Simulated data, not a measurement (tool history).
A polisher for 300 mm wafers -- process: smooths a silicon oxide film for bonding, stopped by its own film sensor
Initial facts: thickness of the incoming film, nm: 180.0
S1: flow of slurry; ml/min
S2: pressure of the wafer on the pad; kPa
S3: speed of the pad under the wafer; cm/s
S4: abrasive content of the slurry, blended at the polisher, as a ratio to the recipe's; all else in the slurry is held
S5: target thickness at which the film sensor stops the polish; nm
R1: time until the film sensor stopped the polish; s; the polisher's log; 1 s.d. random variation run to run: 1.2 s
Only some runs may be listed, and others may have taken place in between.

Run 1, hour 0: S1 280 ml/min, S2 11.7 kPa, S3 114 cm/s, S4 1, S5 161 nm. Result: R1 28.507 s.
Run 2, hour 1.6: S1 280 ml/min, S2 14.5 kPa, S3 114 cm/s, S4 1, S5 161 nm. Result: R1 22.359 s.
Run 3, hour 8.7: S1 280 ml/min, S2 11.7 kPa, S3 114 cm/s, S4 1, S5 161 nm. Result: R1 26.493 s.
Run 4, hour 16: S1 275 ml/min, S2 10.3 kPa, S3 102 cm/s, S4 0.95, S5 161 nm. Result: R1 34.678 s.
Run 5, hour 21.4: S1 275 ml/min, S2 10.3 kPa, S3 102 cm/s, S4 0.85, S5 161 nm. Result: R1 36.288 s.
Run 6, hour 30.2: S1 275 ml/min, S2 9.7 kPa, S3 94 cm/s, S4 0.85, S5 161 nm. Result: R1 40.12 s.

Run 7, settings as shown, results not yet in. Your forecast:
Run 7, hour 33.9: S1 275 ml/min, S2 9 kPa, S3 86 cm/s, S4 0.85, S5 161 nm. Result: R1 ?.

Run 7 produced R1 46.354 s.
